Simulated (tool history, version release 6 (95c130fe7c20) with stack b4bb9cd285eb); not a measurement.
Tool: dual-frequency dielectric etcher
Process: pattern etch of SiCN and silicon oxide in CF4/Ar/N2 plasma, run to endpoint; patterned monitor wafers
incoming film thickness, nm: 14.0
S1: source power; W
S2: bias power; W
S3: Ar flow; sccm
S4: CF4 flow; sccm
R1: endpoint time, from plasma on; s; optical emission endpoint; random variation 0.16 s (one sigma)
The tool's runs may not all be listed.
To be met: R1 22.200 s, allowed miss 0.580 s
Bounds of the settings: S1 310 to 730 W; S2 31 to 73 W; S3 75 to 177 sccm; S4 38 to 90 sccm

Run 1, hour 0.0: S1 520 W, S2 52 W, S3 126 sccm, S4 64 sccm. Result: R1 16.831 s.
Run 2, hour 3.7: S1 520 W, S2 52 W, S3 126 sccm, S4 53 sccm. Result: R1 17.646 s.
Run 3, hour 8.0: S1 490 W, S2 52 W, S3 126 sccm, S4 53 sccm. Result: R1 17.953 s.
Run 4, hour 15.8: S1 450 W, S2 51 W, S3 127 sccm, S4 53 sccm. Result: R1 19.156 s.
Run 5, hour 16.3: S1 450 W, S2 51 W, S3 111 sccm, S4 53 sccm. Result: R1 18.718 s.
Run 6, hour 18.6: S1 450 W, S2 51 W, S3 128 sccm, S4 53 sccm. Result: R1 19.255 s.
Run 7, hour 25.6: S1 450 W, S2 51 W, S3 128 sccm, S4 53 sccm. Result: R1 19.392 s.
Run 8, hour 30.0: S1 430 W, S2 51 W, S3 128 sccm, S4 53 sccm. Result: R1 19.846 s.
Run 9, hour 34.3: S1 410 W, S2 51 W, S3 128 sccm, S4 53 sccm. Result: R1 20.371 s.

Which of these 5 next moves meets every target?
Run A, hour 38.6: S1 360 W, S2 48 W, S3 127 sccm, S4 54 sccm. Result: R1 ?.
Run B, hour 38.6: S1 390 W, S2 57 W, S3 127 sccm, S4 43 sccm. Result: R1 ?.
Run C, hour 38.6: S1 390 W, S2 69 W, S3 132 sccm, S4 59 sccm. Result: R1 ?.
Run D, hour 38.6: S1 420 W, S2 48 W, S3 127 sccm, S4 65 sccm. Result: R1 ?.
Run E, hour 38.6: S1 440 W, S2 49 W, S3 121 sccm, S4 57 sccm. Result: R1 ?.

move      R1
   A  22.349
   B  21.087
   C  19.172
   D  19.719
   E  19.279
A: meets every target
B: nearer than the last run, and not there yet
C: further off than the last run
D: further off than the last run
E: further off than the last run
The right move is A.

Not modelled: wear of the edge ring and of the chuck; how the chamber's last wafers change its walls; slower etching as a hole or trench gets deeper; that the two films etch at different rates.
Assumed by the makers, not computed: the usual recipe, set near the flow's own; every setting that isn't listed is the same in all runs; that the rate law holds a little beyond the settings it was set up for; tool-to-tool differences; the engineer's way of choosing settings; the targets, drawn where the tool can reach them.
